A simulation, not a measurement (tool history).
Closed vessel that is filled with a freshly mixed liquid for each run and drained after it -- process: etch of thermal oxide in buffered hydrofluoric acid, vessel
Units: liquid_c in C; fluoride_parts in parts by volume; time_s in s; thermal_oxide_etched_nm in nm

run  hour  liquid_c  fluoride_parts  time_s  thermal_oxide_etched_nm
  1   0.0      25.0            15.0      30                   28.350
  2   3.8      26.5            15.0      30                   30.471
  3   4.9      27.5            15.0      30                   32.051
  4  13.2      28.5            15.0      30                   34.042
  5  22.4      29.0            15.0      30                   34.891
  6  28.3      29.5            15.0      30                   35.906
     33.1  -- hydrofluoric acid flow meter replaced
  7  33.1      32.0            14.0      30                   39.982

For run 8, what comes out?
  8  41.7      32.0            13.5      30                        ?

{"run 8": {"thermal_oxide_etched_nm": 41.236}}

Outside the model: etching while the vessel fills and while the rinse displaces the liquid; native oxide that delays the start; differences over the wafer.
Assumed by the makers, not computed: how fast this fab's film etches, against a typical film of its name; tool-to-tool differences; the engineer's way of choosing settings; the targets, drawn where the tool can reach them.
